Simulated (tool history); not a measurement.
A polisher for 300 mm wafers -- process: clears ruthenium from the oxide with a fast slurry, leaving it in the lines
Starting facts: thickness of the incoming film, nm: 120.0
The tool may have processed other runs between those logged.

run	hour	flow of slurry (ml/min)	pressure of the wafer on the pad (kPa)	speed of the pad under the wafer (cm/s)	abrasive content of the slurry	overpolish time after the end point (s)	time until the end point was called (s)	dishing of a wide line in a test structure (angstrom)
1	0.0	220	14.5	88	1.00	24	36.815	570.86
2	8.3	220	14.5	88	1.00	19	37.060	472.74
3	13.7	190	14.5	88	1.00	19	37.294	466.89
4	14.3	190	14.5	88	0.80	19	44.885	397.82
5	19.6	190	14.5	88	0.80	13	43.590	286.35
6	24.8	190	14.5	88	0.95	13	37.237	325.76
7	29.0	190	15.9	88	0.95	12	36.614	325.10
8	30.0	190	17.2	94	0.95	11	31.639	343.60
9	31.7	190	18.6	96	0.95	11	29.345	375.00
10	33.6	190	18.6	96	0.95	11	29.446	375.40
11	36.9	195	19.3	98	0.95	10	27.269	349.93
12	38.9	195	19.3	98	0.95	10	27.806	354.87
13	42.1	195	20.0	100	0.95	10	26.026	363.44

What does the tool deliver on the next run?
14	44.1	195	20.7	100	0.95	10	?	?

{"run 14": {"time until the end point was called (s)": 25.247, "dishing of a wide line in a test structure (angstrom)": 381.09}}
